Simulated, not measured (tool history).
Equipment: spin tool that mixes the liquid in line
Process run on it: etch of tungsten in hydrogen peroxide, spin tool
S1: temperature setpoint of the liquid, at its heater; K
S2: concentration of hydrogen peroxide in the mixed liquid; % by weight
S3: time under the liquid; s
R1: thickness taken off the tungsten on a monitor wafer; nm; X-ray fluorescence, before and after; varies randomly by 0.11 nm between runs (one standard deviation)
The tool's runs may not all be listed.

run	hour	S1	S2	S3	R1
1	0	321.15	23	15	32.816
2	8.2	320.15	23	15	30.915
3	13.1	320.15	21	15	29.511
4	18.7	320.15	21	15	29.444
5	24.4	319.65	21	15	28.899
6	31.6	319.65	21	15	28.699

Estimate the outcome of run 7 from the log above:
7	38.4	319.15	21	15	?

R1: 27.667 nm
